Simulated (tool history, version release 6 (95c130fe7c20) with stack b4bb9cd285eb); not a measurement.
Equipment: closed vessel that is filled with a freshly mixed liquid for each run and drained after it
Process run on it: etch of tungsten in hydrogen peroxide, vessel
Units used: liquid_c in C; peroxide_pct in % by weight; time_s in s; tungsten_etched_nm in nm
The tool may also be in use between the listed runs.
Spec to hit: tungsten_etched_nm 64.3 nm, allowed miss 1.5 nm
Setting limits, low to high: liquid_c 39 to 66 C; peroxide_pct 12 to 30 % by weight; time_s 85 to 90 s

run	hour	liquid_c	peroxide_pct	time_s	tungsten_etched_nm
1	0	55	22	85	103.56
2	8.6	52.5	22	85	89.777
3	14.7	51	22	85	81.699
4	15.7	44.5	22	85	54.288
5	19.8	39	22	85	38.611
6	28.4	39	22	85	38.427
7	33.5	41.5	22	85	44.923
8	41.7	43	22	85	48.997
9	43.2	48.5	22	85	70.016
10	47.5	48	22	85	68.116
11	50.6	47.5	22	85	65.903

Consider the 5 candidate settings below. Which is the only one whose results all fall within their allowed miss of target?
A	53.7	51.5	14.5	85	?
B	53.7	48	18.5	85	?
C	53.7	50	17	85	?
D	53.7	47	22	85	?
E	53.7	47	25.5	85	?

move	tungsten_etched_nm
A	68.275
B	62.246
C	67.479
D	63.794
E	68.681
A: further off than the last run
B: pushes the last run's worst result past its target
C: further off than the last run
D: every result within its allowed miss
E: further off than the last run
Answer: D

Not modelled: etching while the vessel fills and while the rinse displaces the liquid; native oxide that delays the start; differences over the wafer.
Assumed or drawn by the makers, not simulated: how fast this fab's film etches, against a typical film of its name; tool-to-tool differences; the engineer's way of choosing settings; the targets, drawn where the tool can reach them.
